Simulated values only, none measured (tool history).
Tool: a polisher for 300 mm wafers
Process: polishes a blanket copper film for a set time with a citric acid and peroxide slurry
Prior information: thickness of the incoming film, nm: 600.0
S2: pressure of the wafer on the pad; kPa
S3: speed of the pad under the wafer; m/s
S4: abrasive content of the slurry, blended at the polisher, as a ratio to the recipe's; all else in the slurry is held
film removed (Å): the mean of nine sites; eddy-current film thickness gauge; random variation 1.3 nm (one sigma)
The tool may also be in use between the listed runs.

{"run": 1, "hour": 0.0, "flow of slurry (ml/min)": 305, "S2": 26.9, "S3": 1.0, "S4": 1.0, "polishing time (s)": 81, "film removed (Å)": 1971.5}
{"run": 2, "hour": 4.3, "flow of slurry (ml/min)": 305, "S2": 26.2, "S3": 1.0, "S4": 1.0, "polishing time (s)": 81, "film removed (Å)": 1914.9}
{"run": 3, "hour": 10.6, "flow of slurry (ml/min)": 305, "S2": 26.2, "S3": 1.0, "S4": 1.0, "polishing time (s)": 85, "film removed (Å)": 2031.1}
{"run": 4, "hour": 14.8, "flow of slurry (ml/min)": 305, "S2": 25.5, "S3": 1.0, "S4": 1.0, "polishing time (s)": 85, "film removed (Å)": 1928.2}
{"run": 5, "hour": 18.7, "flow of slurry (ml/min)": 305, "S2": 24.8, "S3": 1.0, "S4": 1.0, "polishing time (s)": 85, "film removed (Å)": 1929.6}
{"run": 6, "hour": 23.8, "flow of slurry (ml/min)": 305, "S2": 29.6, "S3": 1.0, "S4": 1.0, "polishing time (s)": 85, "film removed (Å)": 2249.1}
{"run": 7, "hour": 31.5, "flow of slurry (ml/min)": 305, "S2": 28.3, "S3": 1.0, "S4": 1.0, "polishing time (s)": 85, "film removed (Å)": 2138.9}

Run 8, settings as shown, results not yet in. Your forecast:
{"run": 8, "hour": 33.3, "flow of slurry (ml/min)": 305, "S2": 26.9, "S3": 1.0, "S4": 1.0, "polishing time (s)": 85, "film removed (Å)": "?"}

film removed (Å): 2047.0
